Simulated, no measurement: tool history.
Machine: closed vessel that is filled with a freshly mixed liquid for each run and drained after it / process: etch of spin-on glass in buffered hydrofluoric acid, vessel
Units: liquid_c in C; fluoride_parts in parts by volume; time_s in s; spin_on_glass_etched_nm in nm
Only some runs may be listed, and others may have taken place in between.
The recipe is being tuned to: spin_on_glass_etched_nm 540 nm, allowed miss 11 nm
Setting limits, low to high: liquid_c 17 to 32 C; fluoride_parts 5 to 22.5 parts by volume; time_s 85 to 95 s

{"run": 1, "day": 0.0, "liquid_c": 25, "fluoride_parts": 13.5, "time_s": 85, "spin_on_glass_etched_nm": 294.13}
{"run": 2, "day": 0.208, "liquid_c": 25, "fluoride_parts": 10.5, "time_s": 85, "spin_on_glass_etched_nm": 376.84}
{"run": 3, "day": 0.512, "liquid_c": 26, "fluoride_parts": 10.5, "time_s": 85, "spin_on_glass_etched_nm": 395.58}
{"run": 4, "day": 0.717, "liquid_c": 26.5, "fluoride_parts": 10.5, "time_s": 85, "spin_on_glass_etched_nm": 408.37}
{"run": 5, "day": 0.908, "liquid_c": 26.5, "fluoride_parts": 10.5, "time_s": 95, "spin_on_glass_etched_nm": 449.76}
{"run": 6, "day": 1.267, "liquid_c": 26.5, "fluoride_parts": 10.5, "time_s": 95, "spin_on_glass_etched_nm": 454.66}
{"run": 7, "day": 1.312, "liquid_c": 27, "fluoride_parts": 10.5, "time_s": 95, "spin_on_glass_etched_nm": 463.58}
{"run": 8, "day": 1.496, "liquid_c": 30.5, "fluoride_parts": 10.5, "time_s": 95, "spin_on_glass_etched_nm": 556.03}

5 candidate next runs follow, results not yet known. Just one meets every target within its allowed miss. Identify it.
{"run": "A", "day": 1.679, "liquid_c": 27.5, "fluoride_parts": 8.5, "time_s": 95, "spin_on_glass_etched_nm": "?"}
{"run": "B", "day": 1.679, "liquid_c": 31.5, "fluoride_parts": 10, "time_s": 90, "spin_on_glass_etched_nm": "?"}
{"run": "C", "day": 1.679, "liquid_c": 28.5, "fluoride_parts": 8.5, "time_s": 85, "spin_on_glass_etched_nm": "?"}
{"run": "D", "day": 1.679, "liquid_c": 31, "fluoride_parts": 9.5, "time_s": 85, "spin_on_glass_etched_nm": "?"}
{"run": "E", "day": 1.679, "liquid_c": 31, "fluoride_parts": 10, "time_s": 90, "spin_on_glass_etched_nm": "?"}

move=A spin_on_glass_etched_nm=574.32
move=B spin_on_glass_etched_nm=590.72
move=C spin_on_glass_etched_nm=541.88
move=D spin_on_glass_etched_nm=561.38
move=E spin_on_glass_etched_nm=575.56
A: lands further from the targets than the last run did
B: lands further from the targets than the last run did
C: each result inside its tolerance
D: lands further from the targets than the last run did
E: lands further from the targets than the last run did
The move that meets every target is C.
